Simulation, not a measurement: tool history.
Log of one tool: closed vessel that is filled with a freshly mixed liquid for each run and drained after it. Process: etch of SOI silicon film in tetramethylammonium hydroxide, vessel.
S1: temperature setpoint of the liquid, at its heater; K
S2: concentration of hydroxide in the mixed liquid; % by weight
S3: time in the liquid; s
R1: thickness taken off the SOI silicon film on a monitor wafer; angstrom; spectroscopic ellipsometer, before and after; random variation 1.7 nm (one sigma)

{"run": 1, "hour": 0.0, "S1": 342.15, "S2": 18.5, "S3": 30, "R1": 1546.7}
{"run": 2, "hour": 1.8, "S1": 342.15, "S2": 15.0, "S3": 30, "R1": 1676.6}
{"run": 3, "hour": 8.7, "S1": 342.15, "S2": 15.0, "S3": 30, "R1": 1658.7}
{"run": 4, "hour": 16.1, "S1": 342.65, "S2": 15.0, "S3": 30, "R1": 1703.7}
{"run": 5, "hour": 19.9, "S1": 347.15, "S2": 15.0, "S3": 30, "R1": 2276.5}
{"run": 6, "hour": 27.9, "S1": 346.65, "S2": 15.0, "S3": 30, "R1": 2186.5}

Forecast run 7:
{"run": 7, "hour": 29.8, "S1": 346.65, "S2": 15.0, "S3": 30, "R1": "?"}

{"run 7": {"R1": 2174.7}}

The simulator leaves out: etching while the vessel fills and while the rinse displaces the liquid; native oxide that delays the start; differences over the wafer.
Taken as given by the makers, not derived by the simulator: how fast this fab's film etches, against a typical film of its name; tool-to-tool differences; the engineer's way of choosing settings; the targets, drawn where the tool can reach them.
